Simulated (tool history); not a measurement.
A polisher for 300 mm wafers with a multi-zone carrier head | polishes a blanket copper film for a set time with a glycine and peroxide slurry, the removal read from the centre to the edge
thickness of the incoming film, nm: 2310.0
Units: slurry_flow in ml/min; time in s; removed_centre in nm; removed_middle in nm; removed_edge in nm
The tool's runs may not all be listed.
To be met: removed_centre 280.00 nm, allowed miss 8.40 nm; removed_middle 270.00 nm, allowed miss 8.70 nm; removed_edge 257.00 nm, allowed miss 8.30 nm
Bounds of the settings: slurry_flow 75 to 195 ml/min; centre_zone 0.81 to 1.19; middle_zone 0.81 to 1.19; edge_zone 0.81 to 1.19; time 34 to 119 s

run	hour	slurry_flow	centre_zone	middle_zone	edge_zone	time	removed_centre	removed_middle	removed_edge
1	0.0	125	1.00	1.00	1.00	76	317.02	327.02	328.69
2	8.1	135	1.00	1.00	1.00	76	323.77	328.92	334.80
3	16.8	135	1.00	1.07	1.00	76	330.23	344.71	329.22
4	17.5	125	1.02	1.05	0.97	73	313.53	322.29	311.27
5	19.1	125	1.06	1.05	0.97	73	328.77	321.27	312.76
6	19.7	120	1.07	1.04	0.94	71	315.03	304.45	292.79
7	20.7	110	1.07	1.03	0.91	71	308.73	298.82	287.83
8	25.1	90	1.07	1.01	0.83	65	265.74	251.99	242.51
9	28.4	95	1.07	1.01	0.84	65	264.90	258.88	247.37

Which of these 5 next moves meets every target?
A	31.7	105	1.10	0.97	0.81	67	?	?	?
B	31.7	115	1.05	1.00	0.85	65	?	?	?
C	31.7	85	1.09	0.96	0.84	73	?	?	?
D	31.7	110	1.07	0.97	0.81	63	?	?	?
E	31.7	85	1.02	0.95	0.92	73	?	?	?

move	removed_centre	removed_middle	removed_edge
A	298.90	263.80	254.27
B	284.80	268.20	255.81
C	298.04	266.49	268.69
D	277.47	251.34	241.23
E	278.75	264.60	279.17
A: takes the result that was furthest off past its target
B: meets every target
C: takes the result that was furthest off past its target
D: brings the result that was furthest off to its target, and leaves another outside
E: brings the result that was furthest off to its target, and leaves another outside
The right move is B.

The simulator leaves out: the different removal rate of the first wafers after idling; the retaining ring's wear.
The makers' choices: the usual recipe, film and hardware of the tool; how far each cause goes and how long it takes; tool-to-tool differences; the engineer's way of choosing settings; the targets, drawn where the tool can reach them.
